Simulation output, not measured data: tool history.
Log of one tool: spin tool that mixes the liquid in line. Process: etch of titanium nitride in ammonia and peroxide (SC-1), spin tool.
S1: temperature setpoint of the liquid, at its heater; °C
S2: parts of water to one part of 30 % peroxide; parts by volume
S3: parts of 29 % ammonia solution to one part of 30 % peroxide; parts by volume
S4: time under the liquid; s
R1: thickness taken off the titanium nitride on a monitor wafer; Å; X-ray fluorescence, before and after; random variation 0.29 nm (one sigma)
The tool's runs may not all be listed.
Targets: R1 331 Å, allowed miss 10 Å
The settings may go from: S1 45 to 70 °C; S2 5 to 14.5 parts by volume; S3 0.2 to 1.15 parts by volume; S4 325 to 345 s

run	hour	S1	S2	S3	S4	R1
1	0	61	8	0.65	325	516.75
2	0.9	61	8	0.65	345	539.37
3	3.6	58.5	8	0.65	345	461.32
4	11.9	58.5	8	0.65	345	468.23
5	18.3	58.5	8	0.8	345	477.81
6	24	58.5	8	0.9	345	484.71
7	27.2	58.5	8	0.9	345	491.88
8	29.7	58.5	8	0.9	345	491.43
9	34.2	56.5	8	0.9	345	426.29
10	42	55.5	8	0.9	345	398.22
11	46.3	54.5	8	0.9	345	366.46

5 next moves are on the table. One of them brings every result within its allowed miss. Which?
A	50.6	51.5	6.5	0.8	345	?
B	50.6	56.5	7	0.8	345	?
C	50.6	56	7.5	0.65	345	?
D	50.6	54	8	0.9	345	?
E	50.6	52.5	5	0.8	325	?

move	R1
A	330.53
B	448.33
C	406.29
D	361.32
E	375.93
A: meets every target
B: further off than the last run
C: further off than the last run
D: nearer than the last run, and not there yet
E: further off than the last run
Move A is the one to make.
